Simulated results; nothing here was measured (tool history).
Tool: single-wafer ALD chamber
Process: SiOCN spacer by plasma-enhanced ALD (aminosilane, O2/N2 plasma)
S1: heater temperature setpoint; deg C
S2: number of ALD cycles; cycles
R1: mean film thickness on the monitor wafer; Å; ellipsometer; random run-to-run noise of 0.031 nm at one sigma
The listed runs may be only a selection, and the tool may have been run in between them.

run	hour	S1	S2	R1
1	0.0	410	112	68.931
2	7.1	409	115	70.812
3	11.0	408	118	72.917
4	17.1	408	124	76.823
5	25.3	407	126	77.447
6	28.9	396	126	80.082

For run 7, what comes out?
7	36.3	396	127	?

Run 7 yielded R1 80.187 Å.
